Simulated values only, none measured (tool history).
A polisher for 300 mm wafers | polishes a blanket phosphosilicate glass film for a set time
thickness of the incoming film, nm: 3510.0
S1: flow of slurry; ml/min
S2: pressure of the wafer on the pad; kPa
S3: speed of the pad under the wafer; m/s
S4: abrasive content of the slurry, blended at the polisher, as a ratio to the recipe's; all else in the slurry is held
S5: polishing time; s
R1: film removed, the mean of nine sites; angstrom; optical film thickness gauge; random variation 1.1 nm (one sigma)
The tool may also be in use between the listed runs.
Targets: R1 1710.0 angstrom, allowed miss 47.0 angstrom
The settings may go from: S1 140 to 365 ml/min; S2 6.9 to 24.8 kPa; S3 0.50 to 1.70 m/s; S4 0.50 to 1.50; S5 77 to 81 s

{"run": 1, "day": 0.0, "S1": 235, "S2": 15.9, "S3": 1.1, "S4": 1.0, "S5": 77, "R1": 4770.4}
{"run": 2, "day": 0.196, "S1": 235, "S2": 15.9, "S3": 0.94, "S4": 1.0, "S5": 77, "R1": 4251.6}
{"run": 3, "day": 0.296, "S1": 235, "S2": 14.5, "S3": 0.86, "S4": 1.0, "S5": 77, "R1": 3595.6}
{"run": 4, "day": 0.442, "S1": 235, "S2": 18.6, "S3": 0.86, "S4": 1.0, "S5": 77, "R1": 4649.2}
{"run": 5, "day": 0.704, "S1": 235, "S2": 18.6, "S3": 0.86, "S4": 1.0, "S5": 81, "R1": 4750.9}
{"run": 6, "day": 0.996, "S1": 235, "S2": 22.8, "S3": 0.86, "S4": 1.0, "S5": 81, "R1": 5908.8}
{"run": 7, "day": 1.038, "S1": 220, "S2": 18.6, "S3": 0.56, "S4": 0.75, "S5": 80, "R1": 2848.0}
{"run": 8, "day": 1.079, "S1": 195, "S2": 14.5, "S3": 0.54, "S4": 0.75, "S5": 80, "R1": 2128.8}
{"run": 9, "day": 1.196, "S1": 185, "S2": 10.3, "S3": 0.54, "S4": 0.75, "S5": 80, "R1": 1523.6}
{"run": 10, "day": 1.45, "S1": 195, "S2": 10.3, "S3": 0.54, "S4": 0.75, "S5": 80, "R1": 1561.0}
{"run": 11, "day": 1.746, "S1": 205, "S2": 10.3, "S3": 0.54, "S4": 0.75, "S5": 80, "R1": 1555.3}
{"run": 12, "day": 2.042, "S1": 205, "S2": 12.4, "S3": 0.54, "S4": 0.75, "S5": 80, "R1": 1858.7}
{"run": 13, "day": 2.333, "S1": 200, "S2": 12.4, "S3": 0.54, "S4": 0.75, "S5": 80, "R1": 1865.6}
{"run": 14, "day": 2.567, "S1": 195, "S2": 12.4, "S3": 0.54, "S4": 0.75, "S5": 80, "R1": 1844.6}

Which of these 5 next moves meets every target?
{"run": "A", "day": 2.8, "S1": 195, "S2": 13.1, "S3": 0.58, "S4": 0.65, "S5": 81, "R1": "?"}
{"run": "B", "day": 2.8, "S1": 180, "S2": 9.0, "S3": 0.78, "S4": 0.75, "S5": 77, "R1": "?"}
{"run": "C", "day": 2.8, "S1": 220, "S2": 13.8, "S3": 0.5, "S4": 0.85, "S5": 80, "R1": "?"}
{"run": "D", "day": 2.8, "S1": 200, "S2": 11.0, "S3": 0.54, "S4": 0.7, "S5": 80, "R1": "?"}
{"run": "E", "day": 2.8, "S1": 210, "S2": 14.5, "S3": 0.5, "S4": 0.55, "S5": 78, "R1": "?"}

move=A R1=1888.7
move=B R1=1720.3
move=C R1=2096.6
move=D R1=1576.0
move=E R1=1588.6
A: further off than the last run
B: meets every target
C: further off than the last run
D: takes the result that was furthest off past its target
E: takes the result that was furthest off past its target
Move B is the one to make.
